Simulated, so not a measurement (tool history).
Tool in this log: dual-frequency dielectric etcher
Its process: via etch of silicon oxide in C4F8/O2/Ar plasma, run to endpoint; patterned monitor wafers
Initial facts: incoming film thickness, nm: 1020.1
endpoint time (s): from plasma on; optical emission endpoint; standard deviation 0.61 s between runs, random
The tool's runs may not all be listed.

run,hour,source power (kW),bias power (kW),endpoint time (s)
1,0.0,2.060,2.613,187.33
2,2.7,1.820,2.613,192.76
3,8.5,1.950,2.660,190.02
4,12.2,1.650,2.660,196.29
5,16.5,1.650,2.928,189.59
6,18.0,1.900,2.928,182.26
7,21.1,1.900,2.928,181.84
8,27.4,1.980,2.944,181.04
9,30.6,1.980,2.944,181.65
10,37.2,2.070,2.971,177.84
11,41.0,2.130,2.987,175.52
12,48.2,2.180,2.999,175.02
13,54.9,2.230,3.013,174.14
14,61.4,2.280,3.028,172.16
15,69.5,2.320,3.038,173.46

What will run 16 give?
16,75.3,2.370,3.060,?

Run 16 gave endpoint time (s) 171.68.
